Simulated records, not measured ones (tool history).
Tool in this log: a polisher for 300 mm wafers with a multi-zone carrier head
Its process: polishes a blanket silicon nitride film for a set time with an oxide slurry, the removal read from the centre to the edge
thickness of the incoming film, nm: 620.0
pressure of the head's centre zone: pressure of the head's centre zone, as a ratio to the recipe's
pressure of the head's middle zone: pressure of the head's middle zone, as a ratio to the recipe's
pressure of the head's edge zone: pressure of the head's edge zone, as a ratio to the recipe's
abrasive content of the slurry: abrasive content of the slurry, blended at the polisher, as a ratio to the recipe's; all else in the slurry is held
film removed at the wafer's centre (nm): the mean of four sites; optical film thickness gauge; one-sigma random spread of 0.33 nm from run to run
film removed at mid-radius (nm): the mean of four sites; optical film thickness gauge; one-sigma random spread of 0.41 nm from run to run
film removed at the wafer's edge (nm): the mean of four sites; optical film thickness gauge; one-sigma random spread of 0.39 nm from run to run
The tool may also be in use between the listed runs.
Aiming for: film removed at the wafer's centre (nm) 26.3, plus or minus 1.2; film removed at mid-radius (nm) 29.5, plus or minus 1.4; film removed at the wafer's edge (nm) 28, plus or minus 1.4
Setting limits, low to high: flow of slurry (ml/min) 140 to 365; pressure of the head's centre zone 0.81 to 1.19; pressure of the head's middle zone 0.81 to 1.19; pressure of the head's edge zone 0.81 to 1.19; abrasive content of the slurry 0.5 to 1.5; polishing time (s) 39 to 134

run  hour  flow of slurry (ml/min)  pressure of the head's centre zone  pressure of the head's middle zone  pressure of the head's edge zone  abrasive content of the slurry  polishing time (s)  film removed at the wafer's centre (nm)  film removed at mid-radius (nm)  film removed at the wafer's edge (nm)
  1     0                      235                                   1                                   1                                 1                               1                  86                                   44.637                           44.698                                 44.921
  2   8.2                      235                                0.98                                   1                              0.99                             0.9                  83                                   40.154                           40.371                                 40.751
  3  11.5                      180                                0.98                                   1                              0.99                             0.9                  83                                   38.026                           38.446                                 40.047
  4  17.1                      185                                0.97                                1.01                              0.98                            0.85                  81                                   36.776                           36.348                                 37.866
  5  23.7                      185                                 0.9                                1.01                              0.98                            0.85                  81                                   35.286                             37.4                                 36.915
  6  25.7                      205                                 0.9                                1.01                              0.98                            0.85                  81                                   34.946                           37.861                                 38.066
  7  31.3                      205                                0.89                                1.02                              0.96                             0.8                  80                                    32.68                           34.578                                 34.939
  8    35                      190                                0.81                                1.11                              0.86                            0.65                  78                                   25.935                           32.452                                 28.957
  9  40.5                      190                                0.81                                 1.1                              0.85                            0.65                  78                                   25.423                           30.883                                 28.448

Of the 4 settings listed for the next run, only one would bring every result within its allowed miss of target. Which one?
  A    46                      210                                0.81                                 1.1                              0.92                            0.55                  84                                        ?                                ?                                      ?
  B    46                      190                                0.86                                1.04                              0.82                             0.7                  72                                        ?                                ?                                      ?
  C    46                      215                                0.92                                1.17                              0.81                            0.65                  76                                        ?                                ?                                      ?
  D    46                      170                                0.81                                1.08                              0.98                             0.7                  78                                        ?                                ?                                      ?

move  film removed at the wafer's centre (nm)  film removed at mid-radius (nm)  film removed at the wafer's edge (nm)
   A                                   24.126                           29.857                                 27.328
   B                                   25.917                           29.584                                 27.573
   C                                   27.586                           32.879                                  27.71
   D                                   26.464                           32.414                                 30.897
A: brings the result that was furthest off to its target, and leaves another outside
B: meets every target
C: moves away from the targets compared with the last run
D: moves away from the targets compared with the last run
Go with B: it meets all targets.
